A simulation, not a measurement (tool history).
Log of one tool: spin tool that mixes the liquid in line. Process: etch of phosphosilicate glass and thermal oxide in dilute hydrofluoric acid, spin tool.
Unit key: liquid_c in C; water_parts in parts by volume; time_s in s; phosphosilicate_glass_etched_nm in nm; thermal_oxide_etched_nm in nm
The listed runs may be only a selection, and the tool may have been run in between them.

run	hour	liquid_c	water_parts	time_s	phosphosilicate_glass_etched_nm	thermal_oxide_etched_nm
1	0.0	21.0	110	30	45.901	1.01370
2	0.6	24.5	110	30	52.704	1.16500
3	2.7	24.5	110	20	35.281	0.80081
4	11.1	26.0	90	20	47.200	1.08380
5	16.8	27.0	75	20	59.243	1.29430
6	22.9	27.0	105	20	41.017	0.93828
7	24.4	27.5	90	20	49.398	1.11900

What does the tool deliver on the next run?
8	31.7	28.0	80	20	?	?

Run 8 gave phosphosilicate_glass_etched_nm 57.390 nm, thermal_oxide_etched_nm 1.20510 nm.
